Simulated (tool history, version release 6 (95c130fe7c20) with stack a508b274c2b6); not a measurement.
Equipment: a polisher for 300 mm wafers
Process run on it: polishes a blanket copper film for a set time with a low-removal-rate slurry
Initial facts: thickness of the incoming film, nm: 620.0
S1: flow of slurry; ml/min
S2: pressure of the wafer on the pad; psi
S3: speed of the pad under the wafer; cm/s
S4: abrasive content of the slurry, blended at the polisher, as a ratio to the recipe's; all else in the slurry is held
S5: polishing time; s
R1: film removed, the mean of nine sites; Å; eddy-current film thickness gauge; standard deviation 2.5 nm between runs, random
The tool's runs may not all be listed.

{"run": 1, "hour": 0.0, "S1": 190, "S2": 2.6, "S3": 134, "S4": 1, "S5": 87, "R1": 3257.1}
{"run": 2, "hour": 2.2, "S1": 190, "S2": 2.3, "S3": 132, "S4": 1, "S5": 87, "R1": 2870.6}
{"run": 3, "hour": 6.6, "S1": 190, "S2": 2.3, "S3": 132, "S4": 1, "S5": 91, "R1": 2958.1}
{"run": 4, "hour": 7.8, "S1": 190, "S2": 2.3, "S3": 132, "S4": 0.85, "S5": 91, "R1": 2819.8}
{"run": 5, "hour": 16.0, "S1": 190, "S2": 2.3, "S3": 132, "S4": 0.85, "S5": 87, "R1": 2650.8}
{"run": 6, "hour": 18.4, "S1": 190, "S2": 2.3, "S3": 164, "S4": 0.85, "S5": 87, "R1": 3318.8}
{"run": 7, "hour": 23.6, "S1": 190, "S2": 2.1, "S3": 158, "S4": 0.85, "S5": 87, "R1": 2934.4}
{"run": 8, "hour": 29.1, "S1": 190, "S2": 1.9, "S3": 154, "S4": 0.85, "S5": 87, "R1": 2597.5}
{"run": 9, "hour": 36.7, "S1": 190, "S2": 1.9, "S3": 154, "S4": 0.85, "S5": 87, "R1": 2677.2}
{"run": 10, "hour": 39.5, "S1": 190, "S2": 1.8, "S3": 150, "S4": 0.85, "S5": 87, "R1": 2447.8}

For run 11, what comes out?
{"run": 11, "hour": 46.0, "S1": 190, "S2": 1.2, "S3": 140, "S4": 0.85, "S5": 87, "R1": "?"}

Run 11 yielded R1 1592.3 Å.
